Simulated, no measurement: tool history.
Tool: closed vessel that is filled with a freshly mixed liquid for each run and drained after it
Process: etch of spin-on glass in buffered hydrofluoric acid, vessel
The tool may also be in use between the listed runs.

run  hour  temperature setpoint of the liquid (C)  parts of 40 % ammonium fluoride to one part of 49 % hydrofluoric acid (parts by volume)  time in the liquid (s)  thickness taken off the spin-on glass on a monitor wafer (angstrom)
  1   0.0                                    23.0                                                                                     12.0                      90                                                               2986.1
  2   5.2                                    21.5                                                                                     13.0                      90                                                               2519.9
  3   7.0                                    21.5                                                                                     12.0                      90                                                               2756.2
  4  14.0                                    20.5                                                                                     13.0                      90                                                               2389.0
     22.4  -- thermometer replaced
  5  22.4                                    19.5                                                                                     13.5                      90                                                               1985.6
  6  30.0                                    19.0                                                                                     13.5                      90                                                               1947.6
  7  35.8                                    18.5                                                                                     13.5                      90                                                               1875.0

Predict the results of run 8:
  8  40.0                                    18.0                                                                                     13.5                      90                                                                    ?

thickness taken off the spin-on glass on a monitor wafer (angstrom): 1822.9
